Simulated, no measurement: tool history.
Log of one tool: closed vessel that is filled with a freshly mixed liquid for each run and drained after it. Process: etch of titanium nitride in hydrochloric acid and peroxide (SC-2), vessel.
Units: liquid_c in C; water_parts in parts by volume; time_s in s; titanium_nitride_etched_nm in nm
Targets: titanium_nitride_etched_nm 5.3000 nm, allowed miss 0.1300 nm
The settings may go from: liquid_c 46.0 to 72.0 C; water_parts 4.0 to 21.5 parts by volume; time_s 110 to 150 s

| run | day | liquid_c | water_parts | time_s | titanium_nitride_etched_nm |
|---|---|---|---|---|---|
| 1 | 0.000 | 62.0 | 12.0 | 150 | 6.0641 |
| 2 | 0.321 | 62.0 | 15.0 | 150 | 4.9908 |
| 3 | 0.479 | 62.0 | 15.0 | 110 | 3.6866 |
| 4 | 0.750 | 56.5 | 15.0 | 110 | 2.6012 |
| 5 | 1.121 | 56.5 | 15.0 | 150 | 3.5042 |
| 6 | 1.496 | 52.0 | 15.0 | 150 | 2.6659 |
| 7 | 1.629 | 56.0 | 15.0 | 150 | 3.4380 |
| 8 | 1.658 | 64.0 | 15.0 | 150 | 5.7127 |
| 9 | 1.717 | 63.5 | 15.0 | 150 | 5.5154 |

5 next moves are on the table. One of them brings every result within its allowed miss. Which?
| A | 1.775 | 62.5 | 9.5 | 110 | ? |
| B | 1.775 | 64.5 | 14.5 | 145 | ? |
| C | 1.775 | 64.5 | 16.0 | 145 | ? |
| D | 1.775 | 64.0 | 12.0 | 130 | ? |
| E | 1.775 | 71.5 | 20.0 | 125 | ? |

| move | titanium_nitride_etched_nm |
|---|---|
| A | 5.5688 |
| B | 5.7851 |
| C | 5.3030 |
| D | 5.9288 |
| E | 5.6860 |
A: further off than the last run
B: further off than the last run
C: meets every target
D: further off than the last run
E: further off than the last run
Answer: C

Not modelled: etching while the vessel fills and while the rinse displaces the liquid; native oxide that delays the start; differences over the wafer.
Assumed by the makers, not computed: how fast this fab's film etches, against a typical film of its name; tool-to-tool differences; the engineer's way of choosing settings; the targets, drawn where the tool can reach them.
